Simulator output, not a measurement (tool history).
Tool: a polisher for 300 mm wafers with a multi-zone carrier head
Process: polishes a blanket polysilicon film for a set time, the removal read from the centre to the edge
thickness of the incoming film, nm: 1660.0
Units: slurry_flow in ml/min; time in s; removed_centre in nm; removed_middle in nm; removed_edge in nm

run  hour  slurry_flow  centre_zone  middle_zone  edge_zone  time  removed_centre  removed_middle  removed_edge
  1     0          205            1            1          1    32          358.26          352.06        344.63
  2   8.2          205         0.99         1.01       1.03    35          382.47          378.47        375.54
  3   9.2          205         0.98         1.02       1.04    38          410.24          420.85        398.82
  4  11.2          205         1.05         1.02       1.04    38          435.54          425.47        410.89
  5  13.8          205         1.05         1.02       0.96    38          434.68          421.44        391.21
  6  22.3          205         1.05         1.06       0.96    38          437.08           441.5        397.34
  7  30.4          205         1.03         1.06       1.01    40          445.75          448.74        422.23

Run 8 comes next. What will it give?
  8    34          205         1.03         1.08       1.04    41               ?               ?             ?

removed_centre: 462 nm
removed_middle: 477.75 nm
removed_edge: 443.22 nm

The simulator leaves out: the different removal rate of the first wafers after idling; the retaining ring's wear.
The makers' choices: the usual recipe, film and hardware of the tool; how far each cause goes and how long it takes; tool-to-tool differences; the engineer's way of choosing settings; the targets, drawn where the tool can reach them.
